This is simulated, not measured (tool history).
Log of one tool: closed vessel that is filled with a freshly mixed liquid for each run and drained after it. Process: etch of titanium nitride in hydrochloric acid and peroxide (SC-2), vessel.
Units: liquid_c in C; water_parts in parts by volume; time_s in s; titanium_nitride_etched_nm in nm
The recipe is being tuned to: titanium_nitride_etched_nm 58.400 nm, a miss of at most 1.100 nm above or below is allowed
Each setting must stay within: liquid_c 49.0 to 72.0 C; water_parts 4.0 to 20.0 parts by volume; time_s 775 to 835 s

{"run": 1, "hour": 0.0, "liquid_c": 65.0, "water_parts": 11.0, "time_s": 775, "titanium_nitride_etched_nm": 44.827}
{"run": 2, "hour": 2.8, "liquid_c": 66.0, "water_parts": 11.0, "time_s": 775, "titanium_nitride_etched_nm": 47.934}
{"run": 3, "hour": 9.8, "liquid_c": 63.0, "water_parts": 11.0, "time_s": 775, "titanium_nitride_etched_nm": 40.128}
{"run": 4, "hour": 15.9, "liquid_c": 64.5, "water_parts": 11.0, "time_s": 775, "titanium_nitride_etched_nm": 43.756}
{"run": 5, "hour": 21.9, "liquid_c": 65.5, "water_parts": 11.0, "time_s": 775, "titanium_nitride_etched_nm": 46.053}
{"run": 6, "hour": 24.6, "liquid_c": 65.5, "water_parts": 11.0, "time_s": 835, "titanium_nitride_etched_nm": 50.24}
{"run": 7, "hour": 29.1, "liquid_c": 66.0, "water_parts": 11.0, "time_s": 835, "titanium_nitride_etched_nm": 51.667}
{"run": 8, "hour": 30.9, "liquid_c": 68.5, "water_parts": 11.0, "time_s": 835, "titanium_nitride_etched_nm": 60.218}

Which one of the following 5 next-run settings gets every result inside its allowed miss? There is exactly one.
{"run": "A", "hour": 32.7, "liquid_c": 66.5, "water_parts": 10.5, "time_s": 835, "titanium_nitride_etched_nm": "?"}
{"run": "B", "hour": 32.7, "liquid_c": 71.0, "water_parts": 13.0, "time_s": 815, "titanium_nitride_etched_nm": "?"}
{"run": "C", "hour": 32.7, "liquid_c": 71.5, "water_parts": 14.0, "time_s": 795, "titanium_nitride_etched_nm": "?"}
{"run": "D", "hour": 32.7, "liquid_c": 66.5, "water_parts": 9.5, "time_s": 790, "titanium_nitride_etched_nm": "?"}
{"run": "E", "hour": 32.7, "liquid_c": 71.5, "water_parts": 12.5, "time_s": 825, "titanium_nitride_etched_nm": "?"}

move=A titanium_nitride_etched_nm=55.245
move=B titanium_nitride_etched_nm=58.748
move=C titanium_nitride_etched_nm=55.325
move=D titanium_nitride_etched_nm=56.813
move=E titanium_nitride_etched_nm=63.352
A: takes the result that was furthest off past its target
B: every result lands within tolerance
C: takes the result that was furthest off past its target
D: takes the result that was furthest off past its target
E: moves away from the targets compared with the last run
The right move is B.
